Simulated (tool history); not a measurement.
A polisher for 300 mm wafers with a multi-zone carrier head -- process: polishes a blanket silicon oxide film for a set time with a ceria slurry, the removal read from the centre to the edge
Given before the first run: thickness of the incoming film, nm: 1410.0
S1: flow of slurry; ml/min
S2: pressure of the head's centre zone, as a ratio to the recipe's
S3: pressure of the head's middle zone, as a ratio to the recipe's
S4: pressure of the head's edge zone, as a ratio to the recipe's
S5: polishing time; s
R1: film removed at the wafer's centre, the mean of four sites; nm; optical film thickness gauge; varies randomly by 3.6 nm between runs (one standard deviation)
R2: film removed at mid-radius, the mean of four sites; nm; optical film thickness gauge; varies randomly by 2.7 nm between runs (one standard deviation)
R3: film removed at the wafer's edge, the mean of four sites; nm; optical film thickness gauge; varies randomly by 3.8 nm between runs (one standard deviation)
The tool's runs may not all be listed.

Run 1, day 0: S1 190 ml/min, S2 1, S3 1, S4 1, S5 83 s. Result: R1 273.92 nm, R2 283.55 nm, R3 282.23 nm.
Run 2, day 0.138: S1 190 ml/min, S2 1, S3 1, S4 1, S5 100 s. Result: R1 330.82 nm, R2 339.18 nm, R3 336.21 nm.
Run 3, day 0.212: S1 190 ml/min, S2 1, S3 1, S4 1, S5 115 s. Result: R1 379.88 nm, R2 387.25 nm, R3 385.62 nm.
Run 4, day 0.312: S1 160 ml/min, S2 1, S3 1, S4 1, S5 115 s. Result: R1 369.42 nm, R2 374.55 nm, R3 379.63 nm.
Run 5, day 0.417: S1 155 ml/min, S2 1.01, S3 0.96, S4 0.98, S5 105 s. Result: R1 336.11 nm, R2 331.59 nm, R3 343.32 nm.
At day 0.708: worn pad replaced by a new one.
Run 6, day 0.708: S1 155 ml/min, S2 1.01, S3 0.96, S4 0.98, S5 85 s. Result: R1 302.71 nm, R2 302.86 nm, R3 311.03 nm.

What does the tool deliver on the next run?
Run 7, day 1.025: S1 165 ml/min, S2 1.03, S3 0.93, S4 0.99, S5 76 s. Result: R1 ?, R2 ?, R3 ?.

R1: 280.21 nm
R2: 262.7 nm
R3: 277.01 nm
